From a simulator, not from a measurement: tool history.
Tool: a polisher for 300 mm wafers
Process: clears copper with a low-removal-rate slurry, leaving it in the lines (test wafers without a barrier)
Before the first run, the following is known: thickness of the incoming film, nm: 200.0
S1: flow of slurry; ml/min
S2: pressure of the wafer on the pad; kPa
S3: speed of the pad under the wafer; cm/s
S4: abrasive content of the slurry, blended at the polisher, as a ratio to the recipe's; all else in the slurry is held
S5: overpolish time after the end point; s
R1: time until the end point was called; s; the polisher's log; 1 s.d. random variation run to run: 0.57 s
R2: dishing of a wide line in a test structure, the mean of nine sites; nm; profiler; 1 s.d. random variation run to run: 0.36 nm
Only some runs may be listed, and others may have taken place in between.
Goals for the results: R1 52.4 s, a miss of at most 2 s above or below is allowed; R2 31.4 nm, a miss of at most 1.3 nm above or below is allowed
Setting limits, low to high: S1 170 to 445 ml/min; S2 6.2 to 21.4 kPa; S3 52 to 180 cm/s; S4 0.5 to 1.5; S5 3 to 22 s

run,hour,S1,S2,S3,S4,S5,R1,R2
1,0,285,13.8,116,1,11,67.044,20.522
2,3.1,285,13.8,116,1.1,11,65.732,20.685
3,8.8,285,11,116,1.1,11,81.548,17.506
4,11.7,320,11,116,1.1,11,79.838,17.828
5,12.4,320,11,116,1,11,82.504,17.081
6,14.3,320,12.4,116,1,12,73.13,20.381
7,18.4,320,13.1,116,1,13,68.429,22.537
8,21.1,320,16.5,118,1,15,53.878,30.095

5 next moves are on the table. One of them brings every result within its allowed miss. Which?
A,23.8,390,17.9,102,1.1,16,?,?
B,23.8,205,15.2,140,1.05,15,?,?
C,23.8,370,17.2,114,0.9,19,?,?
D,23.8,265,13.1,146,1.05,16,?,?
E,23.8,400,21.4,106,0.9,16,?,?

move,R1,R2
A,56.261,31.64
B,52.79,31.27
C,55.595,35.602
D,56.49,30.862
E,48.058,35.534
A: brings the last run's worst result on target, with another outside its allowed miss
B: all results land within tolerance of their targets
C: the result that was furthest off in the last run now lies on the other side of its target
D: brings the last run's worst result on target, with another outside its allowed miss
E: the result that was furthest off in the last run now lies on the other side of its target
B is the move that brings every result within its allowed miss.
